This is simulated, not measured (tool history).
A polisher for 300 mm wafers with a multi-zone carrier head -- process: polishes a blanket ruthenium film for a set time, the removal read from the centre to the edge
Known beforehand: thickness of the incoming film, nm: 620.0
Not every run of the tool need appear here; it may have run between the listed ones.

| run | hour | flow of slurry (ml/min) | pressure of the head's centre zone | pressure of the head's middle zone | pressure of the head's edge zone | polishing time (s) | film removed at the wafer's centre (angstrom) | film removed at mid-radius (angstrom) | film removed at the wafer's edge (angstrom) |
|---|---|---|---|---|---|---|---|---|---|
| 1 | 0.0 | 235 | 1.00 | 1.00 | 1.00 | 82 | 792.90 | 785.86 | 806.62 |
| 2 | 1.2 | 235 | 1.00 | 1.00 | 1.00 | 96 | 943.03 | 931.30 | 958.11 |
| 3 | 6.4 | 215 | 1.00 | 1.00 | 1.00 | 96 | 913.47 | 902.65 | 954.47 |
| 4 | 7.8 | 210 | 0.99 | 0.97 | 0.98 | 91 | 861.17 | 832.21 | 887.32 |
| 5 | 10.3 | 200 | 0.97 | 0.94 | 0.97 | 87 | 818.73 | 761.03 | 840.90 |
| 6 | 16.8 | 195 | 0.95 | 0.93 | 0.96 | 83 | 726.40 | 730.96 | 793.30 |
| 7 | 20.9 | 195 | 1.00 | 0.83 | 0.96 | 66 | 622.38 | 530.73 | 625.59 |

Estimate the outcome of run 8 from the log above:
| 8 | 27.1 | 200 | 0.99 | 0.84 | 0.97 | 66 | ? | ? | ? |

{"run 8": {"film removed at the wafer's centre (angstrom)": 616.67, "film removed at mid-radius (angstrom)": 527.02, "film removed at the wafer's edge (angstrom)": 636.12}}
